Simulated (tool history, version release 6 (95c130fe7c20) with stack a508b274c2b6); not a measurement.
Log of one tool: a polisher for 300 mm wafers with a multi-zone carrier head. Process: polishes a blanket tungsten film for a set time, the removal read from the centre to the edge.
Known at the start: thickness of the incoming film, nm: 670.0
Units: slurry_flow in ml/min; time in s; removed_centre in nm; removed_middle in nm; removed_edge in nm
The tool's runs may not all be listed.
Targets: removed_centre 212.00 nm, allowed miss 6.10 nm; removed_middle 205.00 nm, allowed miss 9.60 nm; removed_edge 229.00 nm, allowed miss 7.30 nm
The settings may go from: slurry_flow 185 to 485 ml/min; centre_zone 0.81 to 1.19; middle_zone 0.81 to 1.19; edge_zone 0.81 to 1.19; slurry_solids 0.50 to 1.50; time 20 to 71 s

run    day  slurry_flow  centre_zone  middle_zone  edge_zone  slurry_solids  time  removed_centre  removed_middle  removed_edge
  1  0.000          310         1.00         1.00       1.00           1.00    45          223.14          225.19        226.25
  2  0.350          310         1.00         1.00       1.00           1.00    38          191.37          194.75        189.59
  3  0.683          345         1.00         1.00       1.00           1.00    38          193.06          196.66        189.23
  4  0.954          335         1.00         0.99       1.03           1.05    38          192.84          195.49        193.15
  5  1.083          335         1.00         1.06       1.03           1.05    38          197.58          206.47        194.09
  6  1.254          325         1.00         1.04       1.05           1.10    38          194.17          208.48        200.14
     1.446  -- worn pad replaced by a new one
  7  1.446          390         1.09         0.94       1.15           1.20    39          256.59          228.60        246.45
  8  1.508          370         1.07         0.94       1.15           1.20    39          251.77          218.92        249.19
  9  1.817          360         1.05         0.95       1.14           1.20    39          243.83          224.73        246.66
 10  2.067          360         1.05         0.95       1.14           1.20    39          246.54          227.19        247.46
 11  2.104          355         1.03         0.94       1.13           1.20    39          241.72          221.02        243.15
 12  2.388          340         1.01         0.94       1.12           1.20    39          236.81          224.63        241.62
 13  2.692          330         1.00         0.93       1.12           1.15    39          232.04          220.84        242.61
 14  2.896          325         0.99         0.92       1.11           1.10    39          224.36          213.02        239.31
 15  3.088          325         0.99         0.92       1.10           1.10    39          223.27          208.42        235.96
 16  3.129          325         0.98         0.92       1.10           1.10    39          223.25          215.38        238.60
 17  3.442          315         0.98         0.92       1.10           1.10    39          221.21          213.92        236.19
 18  3.742          315         0.98         0.92       1.09           1.10    39          223.28          216.43        231.19
 19  3.800          320         0.98         0.92       1.09           1.05    39          223.34          216.37        231.15
 20  4.092          310         0.98         0.92       1.09           1.10    39          224.90          212.19        236.62
 21  4.183          305         0.97         0.92       1.08           1.10    39          217.15          210.93        232.09

Which of these 4 next moves meets every target?
  A  4.275          340         1.04         0.90       1.09           1.15    38               ?               ?             ?
  B  4.275          190         0.93         0.87       1.00           1.20    40               ?               ?             ?
  C  4.275          440         0.96         1.00       1.04           1.10    38               ?               ?             ?
  D  4.275          290         1.00         0.93       1.09           1.10    39               ?               ?             ?

move  removed_centre  removed_middle  removed_edge
   A          230.44          210.73        232.07
   B          211.09          211.09        230.88
   C          213.53          230.69        226.21
   D          222.60          217.80        233.79
A: further off than the last run
B: meets every target
C: brings the result that was furthest off to its target, and leaves another outside
D: further off than the last run
Move B is the one to make.
